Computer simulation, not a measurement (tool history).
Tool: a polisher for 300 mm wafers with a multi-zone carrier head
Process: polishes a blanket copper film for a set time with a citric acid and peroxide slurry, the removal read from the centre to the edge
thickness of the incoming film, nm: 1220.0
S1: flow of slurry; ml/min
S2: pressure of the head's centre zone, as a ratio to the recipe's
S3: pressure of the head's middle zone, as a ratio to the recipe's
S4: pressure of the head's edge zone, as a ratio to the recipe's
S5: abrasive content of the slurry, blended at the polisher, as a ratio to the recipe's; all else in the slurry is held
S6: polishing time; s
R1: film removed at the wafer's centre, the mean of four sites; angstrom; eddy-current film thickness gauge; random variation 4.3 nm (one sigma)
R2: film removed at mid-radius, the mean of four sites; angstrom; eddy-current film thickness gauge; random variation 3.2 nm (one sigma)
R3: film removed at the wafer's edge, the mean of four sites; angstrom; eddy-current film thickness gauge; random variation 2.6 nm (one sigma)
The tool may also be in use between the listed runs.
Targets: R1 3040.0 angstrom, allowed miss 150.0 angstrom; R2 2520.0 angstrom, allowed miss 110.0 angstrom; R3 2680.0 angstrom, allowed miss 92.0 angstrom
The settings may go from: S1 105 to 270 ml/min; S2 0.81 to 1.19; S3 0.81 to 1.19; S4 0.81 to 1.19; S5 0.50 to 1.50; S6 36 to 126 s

run,hour,S1,S2,S3,S4,S5,S6,R1,R2,R3
1,0.0,175,1.00,1.00,1.00,1.00,81,3427.8,3329.8,3249.1
2,4.2,170,1.00,0.98,0.98,0.95,80,3336.3,3286.3,3162.2
3,4.8,170,1.06,0.98,0.98,0.95,80,3492.1,3241.4,3215.8
4,12.9,170,1.06,0.98,0.98,0.95,87,3811.3,3554.8,3483.2
5,17.3,170,1.06,0.98,0.90,0.95,87,3808.4,3537.1,3278.1
6,19.4,165,1.07,0.95,0.90,0.90,85,3711.1,3254.7,3160.8
7,28.0,160,1.05,0.93,0.89,0.85,85,3573.8,3172.3,3199.7
8,31.6,160,1.05,0.92,0.88,0.80,83,3438.2,3143.2,3107.2
9,34.1,155,1.06,0.91,0.87,0.80,81,3365.2,3023.4,2948.4
10,39.3,155,1.06,0.91,0.87,0.80,81,3474.2,3001.5,2988.2
11,48.1,155,1.06,0.90,0.87,0.80,80,3395.6,2897.0,2863.3

Which of these 5 next moves meets every target?
A,56.9,170,1.10,1.05,0.82,0.60,74,?,?,?
B,56.9,160,1.11,1.03,0.81,1.00,79,?,?,?
C,56.9,170,1.03,1.06,0.81,0.85,82,?,?,?
D,56.9,150,1.05,0.81,0.97,0.95,73,?,?,?
E,56.9,115,1.06,0.85,0.88,0.60,78,?,?,?

move,R1,R2,R3
A,3160.7,2932.1,2558.2
B,3627.4,3284.2,2904.3
C,3438.8,3437.2,2957.3
D,3107.9,2443.7,2880.2
E,3004.6,2446.9,2679.0
A: further off than the last run
B: further off than the last run
C: further off than the last run
D: brings the result that was furthest off to its target, and leaves another outside
E: meets every target
The right move is E.
